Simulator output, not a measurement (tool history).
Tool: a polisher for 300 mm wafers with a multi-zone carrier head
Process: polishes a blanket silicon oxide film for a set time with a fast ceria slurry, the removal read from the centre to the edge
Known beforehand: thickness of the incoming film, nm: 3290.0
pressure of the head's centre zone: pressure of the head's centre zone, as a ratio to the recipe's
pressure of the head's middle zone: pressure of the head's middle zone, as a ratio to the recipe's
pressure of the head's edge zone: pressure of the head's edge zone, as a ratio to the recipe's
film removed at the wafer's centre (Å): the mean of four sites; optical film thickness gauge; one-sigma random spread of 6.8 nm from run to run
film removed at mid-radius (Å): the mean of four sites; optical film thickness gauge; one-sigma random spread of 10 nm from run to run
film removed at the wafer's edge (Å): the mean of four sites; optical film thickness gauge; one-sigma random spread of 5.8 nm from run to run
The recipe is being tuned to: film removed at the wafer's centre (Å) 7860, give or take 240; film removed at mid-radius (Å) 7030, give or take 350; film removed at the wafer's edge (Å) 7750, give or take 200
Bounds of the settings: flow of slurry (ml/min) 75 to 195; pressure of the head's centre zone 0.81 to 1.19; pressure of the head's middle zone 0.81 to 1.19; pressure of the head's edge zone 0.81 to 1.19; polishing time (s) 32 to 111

run	day	flow of slurry (ml/min)	pressure of the head's centre zone	pressure of the head's middle zone	pressure of the head's edge zone	polishing time (s)	film removed at the wafer's centre (Å)	film removed at mid-radius (Å)	film removed at the wafer's edge (Å)
1	0	125	1	1	1	71	9545.7	9640.2	9649.8
2	0.192	125	0.94	1	1	71	9051.8	9729.7	9696.1
3	0.358	125	0.94	1	1.07	71	9091.5	9705.9	9877.6
4	0.45	125	0.94	1	1.07	58	7267.2	7607.1	8187.6
5	0.708	125	0.94	1	1.07	40	5125.3	5357.2	5519.4
6	1.062	140	0.98	1	1.1	44	5913.1	5969.9	6298.7
7	1.275	175	1.08	1.01	1.19	45	7128.5	6466.9	6730.7
8	1.308	170	1.04	0.95	1.19	57	8618.9	7808.1	8547.1
9	1.529	155	1.05	0.95	1.17	57	8559.6	7671.1	8416.7
10	1.754	140	1.05	0.95	1.15	56	8135.7	7361.7	8187

5 candidate next runs follow, results not yet known. Just one meets every target within its allowed miss. Identify it.
A	1.979	135	0.97	0.96	1.19	60	?	?	?
B	1.979	110	1.09	0.97	1.19	55	?	?	?
C	1.979	125	1.05	0.89	1.09	62	?	?	?
D	1.979	105	1.02	0.9	1.19	60	?	?	?
E	1.979	110	1.01	0.95	1.19	59	?	?	?

move	film removed at the wafer's centre (Å)	film removed at mid-radius (Å)	film removed at the wafer's edge (Å)
A	7999.6	7940.3	8683
B	7818.9	7003.2	7704
C	8782	7574.6	8641.5
D	7865.7	7094.5	8344.2
E	7766.5	7385.5	8266.5
A: the biggest miss grows against the last run
B: hits every target within its allowed miss
C: the biggest miss grows against the last run
D: the biggest miss grows against the last run
E: the biggest miss grows against the last run
B meets every target.
